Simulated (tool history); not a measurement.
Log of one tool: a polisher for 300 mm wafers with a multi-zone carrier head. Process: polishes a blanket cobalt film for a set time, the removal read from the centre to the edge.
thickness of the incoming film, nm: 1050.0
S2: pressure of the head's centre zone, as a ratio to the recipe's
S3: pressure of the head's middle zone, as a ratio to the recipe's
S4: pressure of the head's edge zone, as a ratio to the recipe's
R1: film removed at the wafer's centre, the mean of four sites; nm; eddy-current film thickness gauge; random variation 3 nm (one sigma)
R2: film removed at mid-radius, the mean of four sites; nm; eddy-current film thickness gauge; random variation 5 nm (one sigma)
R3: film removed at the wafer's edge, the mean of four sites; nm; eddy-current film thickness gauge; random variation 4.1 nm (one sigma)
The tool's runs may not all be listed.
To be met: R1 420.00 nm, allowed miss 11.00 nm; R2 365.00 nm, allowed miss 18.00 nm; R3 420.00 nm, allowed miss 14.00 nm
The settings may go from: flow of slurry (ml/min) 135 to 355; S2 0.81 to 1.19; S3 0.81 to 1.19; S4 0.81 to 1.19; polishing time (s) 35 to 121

{"run": 1, "hour": 0.0, "flow of slurry (ml/min)": 225, "S2": 1.0, "S3": 1.0, "S4": 1.0, "polishing time (s)": 78, "R1": 335.21, "R2": 332.56, "R3": 338.36}
{"run": 2, "hour": 8.8, "flow of slurry (ml/min)": 225, "S2": 1.0, "S3": 1.0, "S4": 0.93, "polishing time (s)": 78, "R1": 336.6, "R2": 334.89, "R3": 328.34}
{"run": 3, "hour": 17.6, "flow of slurry (ml/min)": 225, "S2": 1.0, "S3": 1.0, "S4": 0.98, "polishing time (s)": 78, "R1": 339.48, "R2": 328.78, "R3": 342.28}
{"run": 4, "hour": 21.4, "flow of slurry (ml/min)": 235, "S2": 1.02, "S3": 1.01, "S4": 1.02, "polishing time (s)": 79, "R1": 353.04, "R2": 340.77, "R3": 349.67}
{"run": 5, "hour": 27.0, "flow of slurry (ml/min)": 235, "S2": 1.02, "S3": 1.01, "S4": 1.07, "polishing time (s)": 79, "R1": 348.62, "R2": 337.57, "R3": 356.95}
{"run": 6, "hour": 30.2, "flow of slurry (ml/min)": 235, "S2": 1.07, "S3": 1.01, "S4": 1.07, "polishing time (s)": 79, "R1": 370.9, "R2": 344.63, "R3": 359.63}
{"run": 7, "hour": 36.6, "flow of slurry (ml/min)": 240, "S2": 1.07, "S3": 1.0, "S4": 1.09, "polishing time (s)": 80, "R1": 373.47, "R2": 343.78, "R3": 363.63}
{"run": 8, "hour": 37.7, "flow of slurry (ml/min)": 240, "S2": 1.07, "S3": 0.99, "S4": 1.11, "polishing time (s)": 82, "R1": 382.11, "R2": 351.68, "R3": 378.34}
{"run": 9, "hour": 42.7, "flow of slurry (ml/min)": 250, "S2": 1.08, "S3": 0.98, "S4": 1.13, "polishing time (s)": 83, "R1": 392.94, "R2": 351.21, "R3": 391.53}
{"run": 10, "hour": 44.6, "flow of slurry (ml/min)": 260, "S2": 1.08, "S3": 0.98, "S4": 1.14, "polishing time (s)": 83, "R1": 398.61, "R2": 354.54, "R3": 388.22}
{"run": 11, "hour": 53.5, "flow of slurry (ml/min)": 260, "S2": 1.08, "S3": 0.97, "S4": 1.15, "polishing time (s)": 84, "R1": 405.07, "R2": 362.66, "R3": 392.88}

5 next moves are on the table. One of them brings every result within its allowed miss. Which?
{"run": "A", "hour": 62.4, "flow of slurry (ml/min)": 215, "S2": 1.09, "S3": 0.93, "S4": 1.15, "polishing time (s)": 90, "R1": "?", "R2": "?", "R3": "?"}
{"run": "B", "hour": 62.4, "flow of slurry (ml/min)": 190, "S2": 1.06, "S3": 1.01, "S4": 1.19, "polishing time (s)": 96, "R1": "?", "R2": "?", "R3": "?"}
{"run": "C", "hour": 62.4, "flow of slurry (ml/min)": 160, "S2": 1.03, "S3": 0.89, "S4": 1.19, "polishing time (s)": 94, "R1": "?", "R2": "?", "R3": "?"}
{"run": "D", "hour": 62.4, "flow of slurry (ml/min)": 225, "S2": 1.15, "S3": 0.94, "S4": 1.17, "polishing time (s)": 90, "R1": "?", "R2": "?", "R3": "?"}
{"run": "E", "hour": 62.4, "flow of slurry (ml/min)": 345, "S2": 1.16, "S3": 1.07, "S4": 1.06, "polishing time (s)": 79, "R1": "?", "R2": "?", "R3": "?"}

move=A R1=418.03 R2=357.41 R3=417.69
move=B R1=424.26 R2=397.36 R3=446.03
move=C R1=388.61 R2=343.01 R3=427.00
move=D R1=444.47 R2=362.48 R3=423.24
move=E R1=415.23 R2=367.71 R3=366.91
A: meets every target
B: takes the result that was furthest off past its target
C: brings the result that was furthest off to its target, and leaves another outside
D: brings the result that was furthest off to its target, and leaves another outside
E: further off than the last run
The right move is A.
